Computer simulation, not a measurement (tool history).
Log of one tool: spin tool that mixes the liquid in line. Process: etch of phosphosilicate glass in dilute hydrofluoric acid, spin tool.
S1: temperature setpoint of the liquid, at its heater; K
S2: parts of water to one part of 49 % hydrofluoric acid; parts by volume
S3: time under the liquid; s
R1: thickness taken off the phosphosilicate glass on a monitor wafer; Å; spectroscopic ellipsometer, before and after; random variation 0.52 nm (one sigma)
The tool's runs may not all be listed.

run 1 hour=0.0 | S1=298.15 S2=200 S3=30 | R1=281.32
run 2 hour=5.9 | S1=298.15 S2=255 S3=30 | R1=207.91
run 3 hour=13.5 | S1=299.65 S2=235 S3=30 | R1=242.28
run 4 hour=17.1 | S1=302.65 S2=235 S3=30 | R1=266.76
run 5 hour=19.5 | S1=303.15 S2=215 S3=30 | R1=308.49
run 6 hour=22.5 | S1=303.65 S2=200 S3=30 | R1=340.28
run 7 hour=23.3 | S1=304.15 S2=190 S3=30 | R1=366.15

Forecast run 8:
run 8 hour=29.4 | S1=304.65 S2=180 S3=30 | R1=?

{"run 8": {"R1": 398.19}}

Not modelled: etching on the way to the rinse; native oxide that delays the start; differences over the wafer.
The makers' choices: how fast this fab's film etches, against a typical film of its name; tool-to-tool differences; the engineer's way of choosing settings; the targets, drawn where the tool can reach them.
